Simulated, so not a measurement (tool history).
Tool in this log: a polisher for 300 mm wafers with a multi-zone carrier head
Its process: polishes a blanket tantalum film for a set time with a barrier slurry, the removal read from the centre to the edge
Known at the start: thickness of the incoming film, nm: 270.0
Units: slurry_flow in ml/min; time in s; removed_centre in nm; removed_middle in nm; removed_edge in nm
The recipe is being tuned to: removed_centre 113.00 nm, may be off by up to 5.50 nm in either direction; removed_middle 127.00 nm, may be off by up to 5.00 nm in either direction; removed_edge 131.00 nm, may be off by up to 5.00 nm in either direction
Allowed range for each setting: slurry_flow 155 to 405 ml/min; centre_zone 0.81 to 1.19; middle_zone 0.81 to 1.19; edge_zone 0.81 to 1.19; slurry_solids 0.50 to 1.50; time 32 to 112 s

| run | day | slurry_flow | centre_zone | middle_zone | edge_zone | slurry_solids | time | removed_centre | removed_middle | removed_edge |
|---|---|---|---|---|---|---|---|---|---|---|
| 1 | 0.000 | 260 | 1.00 | 1.00 | 1.00 | 1.00 | 72 | 109.07 | 107.72 | 111.35 |
| 2 | 0.050 | 265 | 0.98 | 1.03 | 1.04 | 1.10 | 72 | 106.57 | 113.07 | 116.22 |
| 3 | 0.212 | 265 | 0.98 | 1.03 | 1.04 | 1.10 | 84 | 130.17 | 134.40 | 138.58 |
| 4 | 0.371 | 265 | 0.98 | 1.03 | 1.04 | 1.30 | 84 | 135.25 | 139.41 | 143.54 |
| 5 | 0.567 | 265 | 0.91 | 1.03 | 1.04 | 1.30 | 84 | 129.32 | 141.75 | 143.79 |
| 6 | 0.733 | 265 | 0.91 | 0.98 | 1.04 | 1.30 | 84 | 127.15 | 134.38 | 142.80 |
| 7 | 0.962 | 260 | 0.88 | 0.98 | 1.02 | 1.25 | 84 | 122.26 | 133.94 | 139.16 |
| 8 | 1.042 | 245 | 0.83 | 0.95 | 0.98 | 1.10 | 83 | 105.27 | 120.63 | 127.13 |

4 candidate next runs follow, results not yet known. Just one meets every target within its allowed miss. Identify it.
| A | 1.121 | 260 | 0.81 | 1.05 | 0.91 | 1.05 | 81 | ? | ? | ? |
| B | 1.121 | 225 | 0.90 | 1.03 | 1.05 | 1.10 | 81 | ? | ? | ? |
| C | 1.121 | 245 | 0.86 | 0.87 | 1.04 | 0.80 | 95 | ? | ? | ? |
| D | 1.121 | 255 | 0.81 | 1.02 | 0.94 | 1.35 | 86 | ? | ? | ? |

| move | removed_centre | removed_middle | removed_edge |
|---|---|---|---|
| A | 100.09 | 126.91 | 120.97 |
| B | 111.84 | 126.01 | 130.66 |
| C | 110.24 | 117.08 | 134.24 |
| D | 114.65 | 142.72 | 140.80 |
A: lands further from the targets than the last run did
B: all results land within tolerance of their targets
C: puts the biggest miss on target and leaves a different result outside tolerance
D: puts the biggest miss on target and leaves a different result outside tolerance
Answer: B

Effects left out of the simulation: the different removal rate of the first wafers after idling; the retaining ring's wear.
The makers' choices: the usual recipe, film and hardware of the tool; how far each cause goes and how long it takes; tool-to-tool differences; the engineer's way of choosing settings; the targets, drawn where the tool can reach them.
